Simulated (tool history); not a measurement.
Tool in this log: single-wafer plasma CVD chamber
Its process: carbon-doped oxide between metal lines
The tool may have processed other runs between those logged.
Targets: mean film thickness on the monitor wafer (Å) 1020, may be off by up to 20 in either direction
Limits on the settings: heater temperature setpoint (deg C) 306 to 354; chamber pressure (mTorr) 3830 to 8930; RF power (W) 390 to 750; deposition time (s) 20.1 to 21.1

run,day,heater temperature setpoint (deg C),chamber pressure (mTorr),RF power (W),deposition time (s),mean film thickness on the monitor wafer (Å)
1,0,330,6380,570,21.1,1346.6
2,0.262,330,6380,620,21.1,1421.9
3,0.604,333,6220,570,20.9,1330.2
4,0.904,337,6060,530,20.7,1227.7
5,0.962,339,5930,505,20.6,1178
6,1.133,339,6890,505,20.6,1202.6
7,1.475,341,6660,485,20.5,1147.1
8,1.746,341,6660,485,20.5,1148.9
9,1.817,343,6530,470,20.5,1117.7
10,1.912,344,6400,460,20.5,1093.4
11,2.233,345,6280,455,20.5,1090.2

Below are 5 possible settings for the next run. Only one of them brings all results inside the allowed miss of their targets. Which is it?
A,2.554,354,6640,415,20.1,?
B,2.554,349,5220,390,20.8,?
C,2.554,352,6170,395,21.1,?
D,2.554,342,6890,425,20.1,?
E,2.554,350,5900,420,20.1,?

move,mean film thickness on the monitor wafer (Å)
A,973.63
B,954.51
C,982.77
D,1025.7
E,983.85
A: takes the result that was furthest off past its target
B: takes the result that was furthest off past its target
C: takes the result that was furthest off past its target
D: hits every target within its allowed miss
E: takes the result that was furthest off past its target
Go with D: it meets all targets.
